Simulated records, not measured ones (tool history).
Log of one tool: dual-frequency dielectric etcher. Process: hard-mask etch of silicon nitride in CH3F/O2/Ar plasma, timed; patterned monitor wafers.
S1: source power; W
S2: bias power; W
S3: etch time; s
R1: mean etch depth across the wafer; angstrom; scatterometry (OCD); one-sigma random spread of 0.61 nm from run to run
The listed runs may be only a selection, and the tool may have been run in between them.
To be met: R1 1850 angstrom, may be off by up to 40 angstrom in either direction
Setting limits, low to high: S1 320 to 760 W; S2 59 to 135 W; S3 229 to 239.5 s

run 1 hour=0 | S1=540 S2=97 S3=229 | R1=2158.1
run 2 hour=5.2 | S1=540 S2=97 S3=239.5 | R1=2253.3
run 3 hour=11.1 | S1=540 S2=97 S3=229 | R1=2145
run 4 hour=12.3 | S1=540 S2=97 S3=229 | R1=2147.7
run 5 hour=13.9 | S1=540 S2=85 S3=229 | R1=2073.8
run 6 hour=14.8 | S1=620 S2=85 S3=229 | R1=2213.6
run 7 hour=17.9 | S1=560 S2=82 S3=229 | R1=2088.1
run 8 hour=22.7 | S1=520 S2=80 S3=229 | R1=1998.5
run 9 hour=23.3 | S1=490 S2=79 S3=229 | R1=1931.9
run 10 hour=31.7 | S1=480 S2=79 S3=229 | R1=1916.3
run 11 hour=38.2 | S1=480 S2=79 S3=229 | R1=1914.8
run 12 hour=42.6 | S1=470 S2=79 S3=229 | R1=1895.8

4 next moves are on the table. One of them brings every result within its allowed miss. Which?
run A hour=47 | S1=440 S2=76 S3=233 | R1=?
run B hour=47 | S1=490 S2=71 S3=235 | R1=?
run C hour=47 | S1=470 S2=75 S3=233 | R1=?
run D hour=47 | S1=450 S2=89 S3=233.5 | R1=?

move=A R1=1842
move=B R1=1926.4
move=C R1=1897.6
move=D R1=1949.4
A: all results land within tolerance of their targets
B: misses by more than the last run did
C: as far off as the last run
D: misses by more than the last run did
Move A is the one to make.

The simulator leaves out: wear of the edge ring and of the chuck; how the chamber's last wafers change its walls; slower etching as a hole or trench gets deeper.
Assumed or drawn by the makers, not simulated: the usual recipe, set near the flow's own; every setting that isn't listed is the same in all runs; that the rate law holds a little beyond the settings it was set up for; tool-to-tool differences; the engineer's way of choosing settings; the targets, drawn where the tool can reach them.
